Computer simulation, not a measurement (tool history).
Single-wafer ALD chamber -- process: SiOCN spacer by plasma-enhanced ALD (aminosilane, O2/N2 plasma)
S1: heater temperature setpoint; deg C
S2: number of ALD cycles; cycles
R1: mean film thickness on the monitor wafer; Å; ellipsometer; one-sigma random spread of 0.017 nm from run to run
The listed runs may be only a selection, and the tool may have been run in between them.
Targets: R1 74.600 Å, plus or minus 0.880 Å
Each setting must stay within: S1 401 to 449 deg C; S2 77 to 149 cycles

{"run": 1, "hour": 0.0, "S1": 425, "S2": 113, "R1": 61.367}
{"run": 2, "hour": 5.2, "S1": 416, "S2": 113, "R1": 63.098}
{"run": 3, "hour": 10.1, "S1": 416, "S2": 100, "R1": 55.908}
{"run": 4, "hour": 11.3, "S1": 412, "S2": 108, "R1": 60.88}
{"run": 5, "hour": 18.5, "S1": 419, "S2": 108, "R1": 59.522}
{"run": 6, "hour": 26.5, "S1": 415, "S2": 114, "R1": 63.841}
{"run": 7, "hour": 29.6, "S1": 412, "S2": 118, "R1": 66.609}
{"run": 8, "hour": 31.6, "S1": 410, "S2": 121, "R1": 69.032}
{"run": 9, "hour": 35.6, "S1": 408, "S2": 123, "R1": 70.525}
{"run": 10, "hour": 42.8, "S1": 406, "S2": 124, "R1": 71.451}
{"run": 11, "hour": 43.8, "S1": 405, "S2": 125, "R1": 71.965}
{"run": 12, "hour": 52.5, "S1": 404, "S2": 126, "R1": 72.553}
{"run": 13, "hour": 54.8, "S1": 404, "S2": 127, "R1": 73.339}
{"hour": 55.6, "done": "thermocouple changed; heater temperature recalibrated"}
{"run": 14, "hour": 55.6, "S1": 403, "S2": 127, "R1": 73.294}

Which single option among these 5 for the next run brings every result within its allowed miss of target? Just one does.
{"run": "A", "hour": 56.4, "S1": 403, "S2": 122, "R1": "?"}
{"run": "B", "hour": 56.4, "S1": 401, "S2": 126, "R1": "?"}
{"run": "C", "hour": 56.4, "S1": 401, "S2": 129, "R1": "?"}
{"run": "D", "hour": 56.4, "S1": 401, "S2": 124, "R1": "?"}
{"run": "E", "hour": 56.4, "S1": 404, "S2": 125, "R1": "?"}

move=A R1=70.583
move=B R1=72.947
move=C R1=74.684
move=D R1=71.789
move=E R1=72.075
A: its largest miss is bigger than the last run's
B: its largest miss is bigger than the last run's
C: every result within its allowed miss
D: its largest miss is bigger than the last run's
E: its largest miss is bigger than the last run's
Correct choice: C, which meets every target
